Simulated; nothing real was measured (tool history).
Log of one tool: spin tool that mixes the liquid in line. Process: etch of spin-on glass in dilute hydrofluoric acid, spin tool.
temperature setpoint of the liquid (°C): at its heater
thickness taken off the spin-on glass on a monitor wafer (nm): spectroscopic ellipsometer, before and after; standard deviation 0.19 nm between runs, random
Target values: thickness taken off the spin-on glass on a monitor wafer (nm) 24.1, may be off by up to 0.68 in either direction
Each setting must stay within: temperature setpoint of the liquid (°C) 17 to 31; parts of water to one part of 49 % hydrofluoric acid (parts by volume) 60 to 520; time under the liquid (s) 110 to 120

run	hour	temperature setpoint of the liquid (°C)	parts of water to one part of 49 % hydrofluoric acid (parts by volume)	time under the liquid (s)	thickness taken off the spin-on glass on a monitor wafer (nm)
1	0	23	290	110	6.9247
2	4.2	23	290	110	7.0528
3	11.6	20	290	110	6.3413
4	14.8	21.5	250	110	7.8854
5	17.6	23	220	110	9.9163
6	23.8	24	200	110	11.671
7	30.9	25	185	110	13.191
8	36.3	26	175	110	14.708
9	44.4	27	165	110	16.213
# hour 49.9: hydrofluoric acid flow meter replaced
10	49.9	27.5	160	110	18.738

Below are 4 possible settings for the next run. Only one of them brings all results inside the allowed miss of their targets. Which is it?
A	55.4	24.5	115	115	?
B	55.4	29.5	150	120	?
C	55.4	27.5	170	110	?
D	55.4	28	120	110	?

move	thickness taken off the spin-on glass on a monitor wafer (nm)
A	25.921
B	23.947
C	17.57
D	26.998
A: takes the biggest miss from the last run beyond its target
B: hits every target within its allowed miss
C: further off than the last run
D: takes the biggest miss from the last run beyond its target
Answer: B
